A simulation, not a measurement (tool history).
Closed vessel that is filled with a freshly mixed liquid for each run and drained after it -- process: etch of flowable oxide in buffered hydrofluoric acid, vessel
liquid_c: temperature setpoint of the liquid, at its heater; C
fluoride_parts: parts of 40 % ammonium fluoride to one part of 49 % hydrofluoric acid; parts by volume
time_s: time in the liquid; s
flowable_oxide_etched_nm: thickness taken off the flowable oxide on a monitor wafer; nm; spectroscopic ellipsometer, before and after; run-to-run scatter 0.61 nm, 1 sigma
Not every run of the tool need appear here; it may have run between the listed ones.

run	hour	liquid_c	fluoride_parts	time_s	flowable_oxide_etched_nm
1	0.0	23.0	11	30	96.438
2	3.8	25.0	11	30	106.160
3	10.8	25.0	11	30	106.150
4	14.4	25.0	8	30	141.520
5	17.6	24.5	8	30	139.300
6	24.2	24.5	8	30	137.590

Forecast run 7:
7	25.6	24.5	8	30	?

{"run 7": {"flowable_oxide_etched_nm": 138.51}}

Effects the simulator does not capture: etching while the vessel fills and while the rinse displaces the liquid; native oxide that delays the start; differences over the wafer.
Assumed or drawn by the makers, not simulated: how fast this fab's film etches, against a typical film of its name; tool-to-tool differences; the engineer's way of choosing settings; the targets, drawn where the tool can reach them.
